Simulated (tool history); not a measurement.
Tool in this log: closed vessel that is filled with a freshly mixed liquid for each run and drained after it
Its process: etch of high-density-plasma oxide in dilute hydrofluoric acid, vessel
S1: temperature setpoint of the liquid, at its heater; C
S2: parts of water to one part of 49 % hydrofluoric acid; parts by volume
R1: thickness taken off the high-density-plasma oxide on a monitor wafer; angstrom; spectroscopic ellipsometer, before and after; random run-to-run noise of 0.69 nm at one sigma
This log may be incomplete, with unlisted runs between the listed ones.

{"run": 1, "hour": 0.0, "S1": 24.0, "S2": 290, "time in the liquid (s)": 2730, "R1": 383.85}
{"run": 2, "hour": 3.1, "S1": 24.0, "S2": 290, "time in the liquid (s)": 2935, "R1": 410.26}
{"run": 3, "hour": 7.3, "S1": 24.5, "S2": 275, "time in the liquid (s)": 2935, "R1": 449.8}
{"run": 4, "hour": 15.1, "S1": 21.0, "S2": 275, "time in the liquid (s)": 2935, "R1": 399.42}
{"run": 5, "hour": 23.5, "S1": 21.0, "S2": 235, "time in the liquid (s)": 2935, "R1": 480.01}
{"run": 6, "hour": 27.5, "S1": 19.5, "S2": 235, "time in the liquid (s)": 2935, "R1": 447.17}
{"run": 7, "hour": 28.9, "S1": 20.5, "S2": 230, "time in the liquid (s)": 2935, "R1": 485.07}

Estimate the outcome of run 8 from the log above:
{"run": 8, "hour": 32.1, "S1": 21.5, "S2": 225, "time in the liquid (s)": 2935, "R1": "?"}

{"run 8": {"R1": 516.78}}
